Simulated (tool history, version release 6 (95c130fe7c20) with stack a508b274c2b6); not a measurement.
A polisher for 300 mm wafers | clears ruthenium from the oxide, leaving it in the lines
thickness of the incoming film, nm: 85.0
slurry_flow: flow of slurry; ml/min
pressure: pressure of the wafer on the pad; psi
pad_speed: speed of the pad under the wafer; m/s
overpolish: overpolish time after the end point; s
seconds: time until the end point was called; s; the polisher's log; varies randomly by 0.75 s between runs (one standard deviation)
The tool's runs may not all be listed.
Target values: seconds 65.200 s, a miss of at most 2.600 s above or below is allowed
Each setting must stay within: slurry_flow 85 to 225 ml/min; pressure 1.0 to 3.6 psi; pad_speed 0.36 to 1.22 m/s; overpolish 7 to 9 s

Run 1, day 0.000: slurry_flow 145 ml/min, pressure 2.3 psi, pad_speed 0.78 m/s, overpolish 9 s. Result: seconds 80.250 s.
Run 2, day 0.038: slurry_flow 145 ml/min, pressure 1.8 psi, pad_speed 0.78 m/s, overpolish 9 s. Result: seconds 101.950 s.
Run 3, day 0.125: slurry_flow 150 ml/min, pressure 2.1 psi, pad_speed 0.78 m/s, overpolish 9 s. Result: seconds 85.615 s.
Run 4, day 0.275: slurry_flow 150 ml/min, pressure 2.1 psi, pad_speed 0.78 m/s, overpolish 9 s. Result: seconds 86.182 s.
Run 5, day 0.304: slurry_flow 165 ml/min, pressure 2.2 psi, pad_speed 0.78 m/s, overpolish 9 s. Result: seconds 83.444 s.
Run 6, day 0.512: slurry_flow 180 ml/min, pressure 2.2 psi, pad_speed 0.78 m/s, overpolish 9 s. Result: seconds 80.920 s.
Run 7, day 0.858: slurry_flow 180 ml/min, pressure 2.4 psi, pad_speed 0.78 m/s, overpolish 9 s. Result: seconds 75.612 s.
Run 8, day 1.104: slurry_flow 180 ml/min, pressure 2.5 psi, pad_speed 0.78 m/s, overpolish 9 s. Result: seconds 71.811 s.
Run 9, day 1.233: slurry_flow 180 ml/min, pressure 2.6 psi, pad_speed 0.78 m/s, overpolish 9 s. Result: seconds 67.805 s.
Run 10, day 1.283: slurry_flow 180 ml/min, pressure 2.6 psi, pad_speed 0.78 m/s, overpolish 9 s. Result: seconds 68.039 s.

4 next moves are on the table. One of them brings every result within its allowed miss. Which?
Run A, day 1.333: slurry_flow 180 ml/min, pressure 2.5 psi, pad_speed 0.68 m/s, overpolish 9 s. Result: seconds ?.
Run B, day 1.333: slurry_flow 180 ml/min, pressure 2.5 psi, pad_speed 0.70 m/s, overpolish 9 s. Result: seconds ?.
Run C, day 1.333: slurry_flow 160 ml/min, pressure 2.8 psi, pad_speed 0.64 m/s, overpolish 9 s. Result: seconds ?.
Run D, day 1.333: slurry_flow 160 ml/min, pressure 2.9 psi, pad_speed 0.74 m/s, overpolish 9 s. Result: seconds ?.

move  seconds
   A   76.912
   B   75.651
   C   72.444
   D   64.449
A: lands further from the targets than the last run did
B: lands further from the targets than the last run did
C: lands further from the targets than the last run did
D: meets every target
The move that meets every target is D.
